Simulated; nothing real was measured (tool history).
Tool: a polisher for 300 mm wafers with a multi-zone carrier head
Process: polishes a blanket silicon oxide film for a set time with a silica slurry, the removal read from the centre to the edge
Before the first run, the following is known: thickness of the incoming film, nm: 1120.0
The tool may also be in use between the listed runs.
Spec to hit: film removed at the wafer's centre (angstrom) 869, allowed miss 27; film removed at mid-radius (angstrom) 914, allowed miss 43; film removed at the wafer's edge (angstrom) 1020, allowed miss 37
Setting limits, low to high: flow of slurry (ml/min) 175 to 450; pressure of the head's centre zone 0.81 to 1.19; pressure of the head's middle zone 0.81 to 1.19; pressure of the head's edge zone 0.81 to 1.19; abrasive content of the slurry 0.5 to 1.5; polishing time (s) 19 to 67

| run | day | flow of slurry (ml/min) | pressure of the head's centre zone | pressure of the head's middle zone | pressure of the head's edge zone | abrasive content of the slurry | polishing time (s) | film removed at the wafer's centre (angstrom) | film removed at mid-radius (angstrom) | film removed at the wafer's edge (angstrom) |
|---|---|---|---|---|---|---|---|---|---|---|
| 1 | 0 | 290 | 1 | 1 | 1 | 1 | 43 | 1578.6 | 1645.5 | 1642.9 |
| 2 | 0.033 | 290 | 0.92 | 1 | 1 | 1 | 43 | 1439.2 | 1646 | 1606.5 |
| 3 | 0.158 | 285 | 0.91 | 0.97 | 0.99 | 0.9 | 42 | 1339.7 | 1439.8 | 1497.9 |
| 4 | 0.217 | 350 | 0.91 | 0.97 | 0.99 | 0.9 | 42 | 1344.2 | 1515.4 | 1500.1 |
| 5 | 0.404 | 350 | 0.9 | 0.96 | 0.99 | 0.85 | 41 | 1284.7 | 1393 | 1463.4 |
| 6 | 0.538 | 350 | 0.83 | 0.96 | 0.99 | 0.85 | 41 | 1162.8 | 1391.1 | 1421.5 |
| 7 | 0.708 | 350 | 0.83 | 0.95 | 0.98 | 0.8 | 40 | 1096.2 | 1308.4 | 1337.5 |
|  | 0.8 | slurry nozzle cleaned |
| 8 | 0.8 | 310 | 0.85 | 0.85 | 0.9 | 0.55 | 37 | 775.4 | 819.41 | 904.4 |
| 9 | 1.092 | 390 | 0.88 | 0.88 | 1 | 0.55 | 37 | 827.46 | 868.96 | 959.58 |
| 10 | 1.421 | 385 | 0.88 | 0.88 | 1.01 | 0.55 | 37 | 834.11 | 877.03 | 962.95 |
| 11 | 1.579 | 380 | 0.88 | 0.88 | 1.02 | 0.55 | 37 | 837.59 | 868.64 | 962.63 |
| 12 | 1.838 | 395 | 0.88 | 0.91 | 1.09 | 0.6 | 37 | 904.12 | 969.31 | 1062.8 |

Pick the move, out of 5, that brings all results within their allowed miss; only one does.
| A | 2.096 | 385 | 0.94 | 0.98 | 1.01 | 0.6 | 36 | ? | ? | ? |
| B | 2.096 | 385 | 0.89 | 0.9 | 1.09 | 0.5 | 42 | ? | ? | ? |
| C | 2.096 | 405 | 0.84 | 0.82 | 1.15 | 0.55 | 40 | ? | ? | ? |
| D | 2.096 | 395 | 0.87 | 0.81 | 1.15 | 0.6 | 37 | ? | ? | ? |
| E | 2.096 | 440 | 0.81 | 0.94 | 1.09 | 0.5 | 45 | ? | ? | ? |

| move | film removed at the wafer's centre (angstrom) | film removed at mid-radius (angstrom) | film removed at the wafer's edge (angstrom) |
|---|---|---|---|
| A | 930.72 | 1024.6 | 1013.4 |
| B | 857.45 | 929.59 | 1017.6 |
| C | 853.03 | 908.41 | 1097 |
| D | 885.47 | 901.16 | 1099.9 |
| E | 844 | 1042.6 | 1097.4 |
A: moves away from the targets compared with the last run
B: all results in spec
C: brings the result that was furthest off to its target, and leaves another outside
D: brings the result that was furthest off to its target, and leaves another outside
E: brings the result that was furthest off to its target, and leaves another outside
Go with B: it meets all targets.
